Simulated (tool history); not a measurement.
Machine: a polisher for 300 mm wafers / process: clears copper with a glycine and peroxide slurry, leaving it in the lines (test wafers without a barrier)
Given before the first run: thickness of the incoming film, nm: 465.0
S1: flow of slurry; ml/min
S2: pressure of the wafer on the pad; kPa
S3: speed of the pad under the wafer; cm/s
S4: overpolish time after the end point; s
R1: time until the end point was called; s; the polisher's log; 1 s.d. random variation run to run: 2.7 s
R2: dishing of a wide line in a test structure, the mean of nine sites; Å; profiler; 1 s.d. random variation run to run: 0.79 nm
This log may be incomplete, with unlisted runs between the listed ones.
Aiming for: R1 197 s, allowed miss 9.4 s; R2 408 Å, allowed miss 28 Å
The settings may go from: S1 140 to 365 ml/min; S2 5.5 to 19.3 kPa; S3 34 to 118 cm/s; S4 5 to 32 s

Run 1, hour 0: S1 235 ml/min, S2 12.4 kPa, S3 76 cm/s, S4 16 s. Result: R1 139.31 s, R2 392.49 Å.
Run 2, hour 8.3: S1 200 ml/min, S2 12.4 kPa, S3 76 cm/s, S4 16 s. Result: R1 147.35 s, R2 387.04 Å.
Run 3, hour 10.8: S1 195 ml/min, S2 11.7 kPa, S3 76 cm/s, S4 17 s. Result: R1 149.93 s, R2 396.33 Å.
Run 4, hour 17.9: S1 190 ml/min, S2 11 kPa, S3 74 cm/s, S4 18 s. Result: R1 154.51 s, R2 397.43 Å.
Run 5, hour 19.3: S1 190 ml/min, S2 11 kPa, S3 66 cm/s, S4 18 s. Result: R1 165.09 s, R2 381.06 Å.
Run 6, hour 22.7: S1 190 ml/min, S2 11 kPa, S3 66 cm/s, S4 13 s. Result: R1 168.65 s, R2 283.54 Å.
Run 7, hour 24.5: S1 185 ml/min, S2 10.3 kPa, S3 64 cm/s, S4 15 s. Result: R1 176.68 s, R2 302.82 Å.
Run 8, hour 28.9: S1 180 ml/min, S2 10.3 kPa, S3 62 cm/s, S4 16 s. Result: R1 174.6 s, R2 321.22 Å.
Run 9, hour 30.8: S1 180 ml/min, S2 9.7 kPa, S3 60 cm/s, S4 17 s. Result: R1 185.91 s, R2 327.16 Å.
Run 10, hour 37.9: S1 180 ml/min, S2 9.7 kPa, S3 60 cm/s, S4 17 s. Result: R1 184.17 s, R2 328.71 Å.

4 next moves are on the table. One of them brings every result within its allowed miss. Which?
Run A, hour 45: S1 185 ml/min, S2 9.7 kPa, S3 64 cm/s, S4 11 s. Result: R1 ?, R2 ?.
Run B, hour 45: S1 175 ml/min, S2 7.6 kPa, S3 60 cm/s, S4 17 s. Result: R1 ?, R2 ?.
Run C, hour 45: S1 195 ml/min, S2 11.7 kPa, S3 66 cm/s, S4 18 s. Result: R1 ?, R2 ?.
Run D, hour 45: S1 140 ml/min, S2 13.1 kPa, S3 34 cm/s, S4 23 s. Result: R1 ?, R2 ?.

move      R1      R2
   A  180.76  226.09
   B  210.54  294.07
   C  158.97  402.37
   D  197.23  418.67
A: further off than the last run
B: further off than the last run
C: corrects the largest miss of the last run, while another result sits out of spec
D: every result within its allowed miss
Go with D: it meets all targets.
